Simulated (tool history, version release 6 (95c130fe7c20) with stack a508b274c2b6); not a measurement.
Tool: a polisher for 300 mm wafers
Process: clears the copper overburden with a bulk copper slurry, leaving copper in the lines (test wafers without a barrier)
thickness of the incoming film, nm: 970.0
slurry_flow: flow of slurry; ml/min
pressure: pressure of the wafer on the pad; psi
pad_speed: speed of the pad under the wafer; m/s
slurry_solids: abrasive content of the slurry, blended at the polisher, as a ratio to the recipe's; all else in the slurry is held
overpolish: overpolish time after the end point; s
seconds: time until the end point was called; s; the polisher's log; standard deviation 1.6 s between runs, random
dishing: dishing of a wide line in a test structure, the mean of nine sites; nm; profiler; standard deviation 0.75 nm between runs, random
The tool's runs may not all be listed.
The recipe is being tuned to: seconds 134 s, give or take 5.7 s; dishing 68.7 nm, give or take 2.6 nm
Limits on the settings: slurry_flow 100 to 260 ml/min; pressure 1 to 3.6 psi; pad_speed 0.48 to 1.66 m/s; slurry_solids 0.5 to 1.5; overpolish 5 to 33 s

run	hour	slurry_flow	pressure	pad_speed	slurry_solids	overpolish	seconds	dishing
1	0	165	2.3	1.06	1	17	132.11	55.915
2	6.3	165	2.3	1.06	1	19	132.09	58.604
3	10.9	165	2.3	1.06	1	20	127.14	59.493
4	15.3	165	2.6	1.06	1	20	115.9	63.505
5	16.1	160	2.5	1.06	1	22	121.27	63.404
6	23	160	2.5	0.92	1	22	136.92	61.245
7	25.5	160	2.5	0.92	1	22	136.5	61.448
8	32.7	160	2.5	0.92	1	23	135.5	62.612
9	40.8	160	2.5	0.92	1	24	136.31	64.103
10	43.3	160	2.5	0.92	1	25	136.6	63.743
11	44	160	2.5	0.92	1	26	135.44	65.619

Pick the move, out of 4, that brings all results within their allowed miss; only one does.
A	44.7	170	2.2	0.98	1.05	24	?	?
B	44.7	190	2.7	0.82	1.15	24	?	?
C	44.7	175	2.5	0.9	0.95	23	?	?
D	44.7	150	2.5	0.96	1	33	?	?

move	seconds	dishing
A	145.97	60.663
B	134.39	63.549
C	140.67	61.234
D	135.73	68.487
A: moves away from the targets compared with the last run
B: moves away from the targets compared with the last run
C: moves away from the targets compared with the last run
D: every result within its allowed miss
D is the move that brings every result within its allowed miss.
